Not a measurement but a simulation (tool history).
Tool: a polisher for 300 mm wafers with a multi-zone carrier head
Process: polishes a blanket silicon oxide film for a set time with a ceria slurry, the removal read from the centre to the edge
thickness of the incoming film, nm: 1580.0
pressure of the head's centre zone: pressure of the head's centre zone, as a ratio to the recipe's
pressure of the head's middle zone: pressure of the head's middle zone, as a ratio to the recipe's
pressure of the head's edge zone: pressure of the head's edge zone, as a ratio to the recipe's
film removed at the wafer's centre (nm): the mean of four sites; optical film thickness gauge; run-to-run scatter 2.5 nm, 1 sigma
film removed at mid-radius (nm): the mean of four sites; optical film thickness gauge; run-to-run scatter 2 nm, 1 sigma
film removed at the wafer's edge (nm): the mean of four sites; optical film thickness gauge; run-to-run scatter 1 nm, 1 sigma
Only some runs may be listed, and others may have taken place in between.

run,day,flow of slurry (ml/min),pressure of the head's centre zone,pressure of the head's middle zone,pressure of the head's edge zone,polishing time (s),film removed at the wafer's centre (nm),film removed at mid-radius (nm),film removed at the wafer's edge (nm)
1,0.000,140,1.00,1.00,1.00,30,170.32,165.57,174.34
2,0.283,140,1.00,1.00,1.07,30,169.92,169.01,177.74
3,0.621,140,1.07,1.00,1.07,30,179.58,171.07,179.48
4,0.838,140,1.07,1.00,1.07,34,208.68,188.75,201.45
5,1.092,110,1.07,1.00,1.07,34,195.91,182.06,194.26
6,1.442,110,1.07,1.04,1.07,34,197.78,185.08,196.29
7,1.575,110,1.09,1.04,1.01,31,178.97,168.65,172.15
8,1.717,105,1.11,1.03,0.97,30,181.76,165.93,161.10

What does the tool deliver on the next run?
# day 2.017: edge zone pressure recalibrated
9,2.017,100,1.10,1.00,0.96,29,?,?,?

film removed at the wafer's centre (nm): 166.17
film removed at mid-radius (nm): 151.33
film removed at the wafer's edge (nm): 150.84
